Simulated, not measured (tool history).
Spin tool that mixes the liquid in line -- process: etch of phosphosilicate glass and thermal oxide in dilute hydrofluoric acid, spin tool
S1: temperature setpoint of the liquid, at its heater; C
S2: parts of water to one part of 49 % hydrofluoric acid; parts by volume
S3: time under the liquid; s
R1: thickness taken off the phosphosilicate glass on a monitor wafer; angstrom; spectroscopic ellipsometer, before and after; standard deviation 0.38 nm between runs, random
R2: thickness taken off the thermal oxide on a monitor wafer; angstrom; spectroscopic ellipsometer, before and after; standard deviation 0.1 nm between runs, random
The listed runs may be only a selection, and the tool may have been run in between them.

run 1 day=0.000 | S1=25.0 S2=235 S3=60 | R1=230.42 R2=10.915
run 2 day=0.246 | S1=25.0 S2=235 S3=70 | R1=265.70 R2=11.892
run 3 day=0.558 | S1=26.0 S2=225 S3=70 | R1=292.31 R2=12.891
run 4 day=0.821 | S1=26.0 S2=275 S3=70 | R1=227.93 R2=10.026
run 5 day=1.171 | S1=27.0 S2=255 S3=70 | R1=259.78 R2=11.819
run 6 day=1.496 | S1=27.5 S2=240 S3=70 | R1=285.41 R2=11.680
run 7 day=1.750 | S1=27.5 S2=220 S3=70 | R1=318.90 R2=13.650
run 8 day=1.804 | S1=28.0 S2=210 S3=70 | R1=341.14 R2=15.179
run 9 day=2.083 | S1=28.5 S2=200 S3=70 | R1=373.51 R2=15.909
run 10 day=2.192 | S1=28.5 S2=200 S3=70 | R1=373.87 R2=15.303
run 11 day=2.554 | S1=32.5 S2=120 S3=70 | R1=778.08 R2=35.329
run 12 day=2.742 | S1=32.0 S2=120 S3=70 | R1=775.12 R2=33.798
run 13 day=2.908 | S1=31.5 S2=120 S3=70 | R1=764.12 R2=34.027
run 14 day=3.188 | S1=31.0 S2=120 S3=70 | R1=750.07 R2=33.883

What will run 15 give?
run 15 day=3.488 | S1=30.5 S2=120 S3=70 | R1=? R2=?

For run 15 the tool returned R1 725.89 angstrom, R2 34.036 angstrom.
